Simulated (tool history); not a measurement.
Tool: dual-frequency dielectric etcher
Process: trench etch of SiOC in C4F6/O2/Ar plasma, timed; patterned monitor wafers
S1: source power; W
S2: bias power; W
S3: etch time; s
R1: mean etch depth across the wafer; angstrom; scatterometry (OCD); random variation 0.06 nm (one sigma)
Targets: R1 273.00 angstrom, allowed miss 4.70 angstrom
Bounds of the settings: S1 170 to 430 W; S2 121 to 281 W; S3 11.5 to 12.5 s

run 1 hour=0.0 | S1=300 S2=201 S3=12.5 | R1=239.04
run 2 hour=8.1 | S1=280 S2=201 S3=12.5 | R1=233.29
run 3 hour=16.2 | S1=280 S2=201 S3=12.5 | R1=233.34
run 4 hour=17.9 | S1=280 S2=217 S3=12.5 | R1=240.49
run 5 hour=21.7 | S1=290 S2=218 S3=12.5 | R1=243.45
run 6 hour=29.6 | S1=290 S2=218 S3=12.5 | R1=243.37
run 7 hour=38.4 | S1=300 S2=219 S3=12.5 | R1=247.05
run 8 hour=42.0 | S1=310 S2=220 S3=12.5 | R1=249.90
run 9 hour=43.9 | S1=320 S2=221 S3=12.5 | R1=253.31
run 10 hour=52.1 | S1=330 S2=222 S3=12.5 | R1=255.78
run 11 hour=53.1 | S1=340 S2=223 S3=12.5 | R1=260.18
run 12 hour=56.6 | S1=350 S2=224 S3=12.5 | R1=261.89
run 13 hour=61.7 | S1=360 S2=225 S3=12.5 | R1=265.30

4 next moves are on the table. One of them brings every result within its allowed miss. Which?
run A hour=66.8 | S1=380 S2=210 S3=12.5 | R1=?
run B hour=66.8 | S1=340 S2=229 S3=12.5 | R1=?
run C hour=66.8 | S1=420 S2=241 S3=11.5 | R1=?
run D hour=66.8 | S1=380 S2=231 S3=12.5 | R1=?

move=A R1=262.92
move=B R1=261.57
move=C R1=263.94
move=D R1=272.65
A: further off than the last run
B: further off than the last run
C: further off than the last run
D: meets every target
Answer: D
